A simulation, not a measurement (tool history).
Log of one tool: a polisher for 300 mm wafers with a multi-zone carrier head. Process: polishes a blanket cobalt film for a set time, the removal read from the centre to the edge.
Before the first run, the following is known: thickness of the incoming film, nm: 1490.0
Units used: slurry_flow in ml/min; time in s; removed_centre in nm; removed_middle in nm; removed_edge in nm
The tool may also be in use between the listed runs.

{"run": 1, "hour": 0.0, "slurry_flow": 130, "centre_zone": 1.0, "middle_zone": 1.0, "edge_zone": 1.0, "time": 41, "removed_centre": 122.79, "removed_middle": 118.37, "removed_edge": 119.13}
{"run": 2, "hour": 0.7, "slurry_flow": 140, "centre_zone": 1.01, "middle_zone": 1.04, "edge_zone": 1.03, "time": 44, "removed_centre": 135.15, "removed_middle": 133.05, "removed_edge": 131.98}
{"run": 3, "hour": 5.0, "slurry_flow": 140, "centre_zone": 1.08, "middle_zone": 1.04, "edge_zone": 1.03, "time": 44, "removed_centre": 150.18, "removed_middle": 134.21, "removed_edge": 135.69}
{"run": 4, "hour": 9.2, "slurry_flow": 150, "centre_zone": 1.07, "middle_zone": 1.07, "edge_zone": 1.05, "time": 46, "removed_centre": 155.26, "removed_middle": 146.85, "removed_edge": 139.0}
{"run": 5, "hour": 17.2, "slurry_flow": 145, "centre_zone": 1.06, "middle_zone": 1.09, "edge_zone": 1.07, "time": 49, "removed_centre": 161.63, "removed_middle": 156.38, "removed_edge": 152.17}
{"run": 6, "hour": 24.8, "slurry_flow": 130, "centre_zone": 1.06, "middle_zone": 1.09, "edge_zone": 1.07, "time": 49, "removed_centre": 155.62, "removed_middle": 152.28, "removed_edge": 150.91}

What does the tool deliver on the next run?
{"run": 7, "hour": 27.8, "slurry_flow": 165, "centre_zone": 1.04, "middle_zone": 1.19, "edge_zone": 1.17, "time": 54, "removed_centre": "?", "removed_middle": "?", "removed_edge": "?"}

Run 7 gave removed_centre 178.43 nm, removed_middle 189.85 nm, removed_edge 177.52 nm.

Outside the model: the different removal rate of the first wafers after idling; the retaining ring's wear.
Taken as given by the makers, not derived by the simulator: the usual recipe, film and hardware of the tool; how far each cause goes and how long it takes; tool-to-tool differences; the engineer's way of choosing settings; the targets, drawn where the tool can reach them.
